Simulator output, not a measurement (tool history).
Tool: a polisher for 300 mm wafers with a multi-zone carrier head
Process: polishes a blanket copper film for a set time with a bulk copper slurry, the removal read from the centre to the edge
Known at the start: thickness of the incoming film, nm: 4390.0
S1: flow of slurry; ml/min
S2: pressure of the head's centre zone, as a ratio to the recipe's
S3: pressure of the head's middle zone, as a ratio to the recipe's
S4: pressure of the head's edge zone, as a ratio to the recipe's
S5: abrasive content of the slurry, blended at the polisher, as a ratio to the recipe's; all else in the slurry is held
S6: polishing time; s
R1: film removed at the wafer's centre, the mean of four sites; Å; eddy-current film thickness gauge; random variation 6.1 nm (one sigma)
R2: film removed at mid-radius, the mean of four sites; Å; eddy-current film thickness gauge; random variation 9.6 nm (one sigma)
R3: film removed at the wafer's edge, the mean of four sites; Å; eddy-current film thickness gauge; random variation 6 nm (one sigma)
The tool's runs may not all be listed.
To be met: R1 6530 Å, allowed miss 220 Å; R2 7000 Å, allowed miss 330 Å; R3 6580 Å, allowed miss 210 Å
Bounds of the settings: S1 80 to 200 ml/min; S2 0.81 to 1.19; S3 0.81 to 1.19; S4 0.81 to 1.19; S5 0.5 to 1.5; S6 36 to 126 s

run    day   S1    S2    S3    S4    S5  S6      R1      R2      R3
  1      0  130     1     1     1     1  81  8039.4  7339.9  7813.8
  2  0.354  130     1     1     1  1.15  81  8304.2  7703.1  7990.5
  3  0.679  115     1     1     1  1.15  81  8130.3  7585.6  7953.3
  4  0.925  115     1     1     1   1.3  81    8364  7574.8  8027.9
  5  1.212  115  0.98  1.01  0.97   1.2  79  7836.5  7382.5  7605.3
  6  1.388  110  0.96  1.02  0.94  1.15  79  7534.9  7335.2  7279.9
  7  1.617  105  0.94  1.02  0.92  1.15  79  7211.3  7054.6  7250.4
  8   1.85  100  0.93  1.04   0.9  1.15  79  7065.9  7242.9  7048.8
  9  2.075   95  0.92  1.04  0.89  1.15  79    6979  6991.8    7051
 10  2.221   95  0.89  1.12  0.83  0.95  78  6203.4  6999.8    6358

Which of these 5 next moves meets every target?
  A  2.367   90  0.96  1.15  0.96     1  75   ?   ?   ?
  B  2.367  105  0.96  1.14  0.81  0.95  73   ?   ?   ?
  C  2.367  110  0.83  1.08  0.83  0.75  78   ?   ?   ?
  D  2.367  130  0.95  1.01  0.81   1.1  74   ?   ?   ?
  E  2.367   90  0.99  1.04  0.81  0.65  89   ?   ?   ?

move      R1      R2      R3
   A  6434.6  6930.4  6551.4
   B  6516.8  6921.1  6013.9
   C  5793.9  6793.9  6226.7
   D  7155.5  6882.3  6537.9
   E  7169.7  6875.8  6566.9
A: meets every target
B: brings the result that was furthest off to its target, and leaves another outside
C: further off than the last run
D: takes the result that was furthest off past its target
E: takes the result that was furthest off past its target
Move A is the one to make.
